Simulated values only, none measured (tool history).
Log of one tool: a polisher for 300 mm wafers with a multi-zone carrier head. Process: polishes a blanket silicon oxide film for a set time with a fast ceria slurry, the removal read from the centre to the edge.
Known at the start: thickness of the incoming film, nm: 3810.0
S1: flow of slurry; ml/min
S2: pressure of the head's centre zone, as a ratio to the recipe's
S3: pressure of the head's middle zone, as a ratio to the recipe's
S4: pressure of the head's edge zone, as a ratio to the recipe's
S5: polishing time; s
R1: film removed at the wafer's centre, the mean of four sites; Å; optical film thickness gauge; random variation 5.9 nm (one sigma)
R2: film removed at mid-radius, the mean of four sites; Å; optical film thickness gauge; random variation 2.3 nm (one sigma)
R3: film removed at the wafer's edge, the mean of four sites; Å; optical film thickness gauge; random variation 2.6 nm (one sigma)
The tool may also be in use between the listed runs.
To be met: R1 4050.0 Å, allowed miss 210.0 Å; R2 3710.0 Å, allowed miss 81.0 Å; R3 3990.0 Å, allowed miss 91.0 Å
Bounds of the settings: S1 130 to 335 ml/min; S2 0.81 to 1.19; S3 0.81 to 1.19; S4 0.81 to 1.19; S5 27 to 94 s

run	day	S1	S2	S3	S4	S5	R1	R2	R3
1	0.000	215	1.00	1.00	1.00	60	7461.8	7505.5	7311.8
2	0.162	235	1.00	1.00	1.00	60	7526.2	7524.9	7403.9
3	0.471	220	0.98	0.94	0.96	49	5992.5	5835.9	5930.9
4	0.512	275	0.98	0.94	0.96	49	6144.1	6006.9	5989.1
5	0.592	245	0.98	0.94	0.96	49	5953.9	5914.1	5893.9
6	0.817	205	0.98	0.94	0.96	49	5909.6	5743.3	5848.0
7	0.867	195	0.96	0.90	0.91	43	5169.6	4906.9	5041.8
8	1.054	180	0.94	0.87	0.88	40	4600.2	4330.7	4564.1
9	1.300	175	0.93	0.85	0.86	39	4457.9	4138.0	4406.0
10	1.425	145	0.90	0.81	0.81	35	3816.2	3504.3	3799.8
11	1.521	160	0.90	0.81	0.82	35	3721.5	3529.8	3832.4
12	1.688	170	0.92	0.81	0.83	35	3893.4	3577.0	3903.5
13	1.983	180	0.93	0.81	0.83	35	3890.9	3616.2	3905.4
14	2.096	185	0.94	0.81	0.84	35	4072.1	3615.5	3969.4
15	2.167	190	0.94	0.81	0.84	35	4033.2	3621.5	3917.9

Which of these 5 next moves meets every target?
A	2.238	245	1.00	0.88	0.88	32	?	?	?
B	2.238	180	0.99	0.83	0.94	34	?	?	?
C	2.238	165	0.94	0.83	0.85	36	?	?	?
D	2.238	160	0.82	0.82	0.85	35	?	?	?
E	2.238	225	0.91	0.89	0.85	34	?	?	?

move	R1	R2	R3
A	4031.4	3638.3	3721.6
B	4078.9	3551.4	3956.1
C	4094.1	3717.5	3985.3
D	3570.2	3564.9	3862.9
E	3940.7	3867.2	3871.5
A: brings the result that was furthest off to its target, and leaves another outside
B: further off than the last run
C: meets every target
D: further off than the last run
E: takes the result that was furthest off past its target
Answer: C
